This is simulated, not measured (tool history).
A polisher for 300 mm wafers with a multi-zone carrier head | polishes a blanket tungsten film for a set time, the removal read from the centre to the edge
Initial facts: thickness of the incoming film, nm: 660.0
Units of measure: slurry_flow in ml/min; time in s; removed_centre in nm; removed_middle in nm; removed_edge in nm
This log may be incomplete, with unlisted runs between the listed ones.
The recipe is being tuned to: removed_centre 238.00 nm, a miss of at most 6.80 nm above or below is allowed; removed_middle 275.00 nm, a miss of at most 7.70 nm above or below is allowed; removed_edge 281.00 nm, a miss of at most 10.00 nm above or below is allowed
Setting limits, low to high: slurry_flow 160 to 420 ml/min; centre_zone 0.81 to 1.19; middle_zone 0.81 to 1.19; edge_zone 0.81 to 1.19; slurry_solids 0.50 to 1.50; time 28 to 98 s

run    day  slurry_flow  centre_zone  middle_zone  edge_zone  slurry_solids  time  removed_centre  removed_middle  removed_edge
  1  0.000          270         1.00         1.00       1.00           1.00    63          281.73          277.52        296.11
  2  0.275          265         0.98         1.00       0.99           1.00    63          276.95          280.61        293.15
  3  0.350          265         0.92         1.00       0.99           1.00    63          260.92          280.97        288.86
  4  0.496          260         0.91         1.00       0.99           1.00    63          262.19          279.97        295.43
  5  0.771          260         0.91         1.00       1.05           1.00    63          259.36          280.62        290.55
  6  1.004          260         0.91         1.05       1.05           1.00    63          260.25          284.62        293.09
  7  1.183          255         0.90         1.05       1.05           1.00    63          255.31          290.77        293.85
  8  1.329          255         0.90         1.05       1.05           1.00    63          258.32          289.52        303.14
     1.421  -- edge zone pressure recalibrated
  9  1.421          260         0.89         1.04       1.04           1.00    63          251.79          287.41        284.51

Which of these 4 next moves meets every target?
  A  1.512          215         0.84         1.06       0.98           0.95    68               ?               ?             ?
  B  1.512          330         0.84         1.00       1.08           1.10    59               ?               ?             ?
  C  1.512          200         0.81         1.12       1.04           0.95    65               ?               ?             ?
  D  1.512          420         0.84         1.18       1.02           1.00    55               ?               ?             ?

move  removed_centre  removed_middle  removed_edge
   A          249.47          296.61        291.42
   B          238.90          271.30        284.42
   C          227.88          291.33        282.10
   D          221.84          282.18        256.04
A: the biggest miss grows against the last run
B: every result within its allowed miss
C: the result that was furthest off in the last run now lies on the other side of its target
D: the result that was furthest off in the last run now lies on the other side of its target
Move B is the one to make.

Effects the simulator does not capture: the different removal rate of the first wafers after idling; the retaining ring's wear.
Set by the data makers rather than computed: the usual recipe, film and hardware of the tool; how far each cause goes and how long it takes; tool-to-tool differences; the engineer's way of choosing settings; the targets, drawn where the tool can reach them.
